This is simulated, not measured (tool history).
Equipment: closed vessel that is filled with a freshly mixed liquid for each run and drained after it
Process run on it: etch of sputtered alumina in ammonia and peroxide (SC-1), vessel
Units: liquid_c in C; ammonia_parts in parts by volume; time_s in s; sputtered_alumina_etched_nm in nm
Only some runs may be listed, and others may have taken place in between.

run	hour	liquid_c	ammonia_parts	time_s	sputtered_alumina_etched_nm
1	0.0	47.0	0.60	360	19.405
2	9.4	47.0	0.60	260	14.251
3	12.2	47.0	0.60	360	19.561
4	19.4	47.0	0.75	360	19.957
5	22.6	44.5	0.75	360	17.362
6	25.3	43.0	0.75	360	16.211
7	31.1	42.0	0.70	355	15.147
8	38.0	41.0	0.65	350	13.528

Run 9 comes next. What will it give?
9	44.9	40.5	0.65	350	?

{"run 9": {"sputtered_alumina_etched_nm": 13.352}}
